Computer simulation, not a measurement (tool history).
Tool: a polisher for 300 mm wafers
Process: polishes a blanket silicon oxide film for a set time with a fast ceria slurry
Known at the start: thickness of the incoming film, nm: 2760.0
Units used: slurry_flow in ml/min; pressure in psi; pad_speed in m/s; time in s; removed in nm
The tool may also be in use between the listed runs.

run 1 hour=0 | slurry_flow=295 pressure=3.2 pad_speed=1.24 time=52 | removed=1085.7
run 2 hour=7.4 | slurry_flow=295 pressure=3.6 pad_speed=1.24 time=52 | removed=1199.3
run 3 hour=13.8 | slurry_flow=295 pressure=3.9 pad_speed=1.24 time=52 | removed=1318
run 4 hour=15.5 | slurry_flow=295 pressure=4.1 pad_speed=1.24 time=52 | removed=1406.8
run 5 hour=22.7 | slurry_flow=295 pressure=4.2 pad_speed=1.24 time=52 | removed=1416.7
run 6 hour=31.6 | slurry_flow=295 pressure=3.5 pad_speed=1.24 time=52 | removed=1147
run 7 hour=40.1 | slurry_flow=295 pressure=3.8 pad_speed=1.24 time=52 | removed=1272

Run 8 has not been measured yet. What should we expect?
run 8 hour=45.1 | slurry_flow=295 pressure=4.7 pad_speed=1.28 time=52 | removed=?

{"run 8": {"removed": 1602.9}}
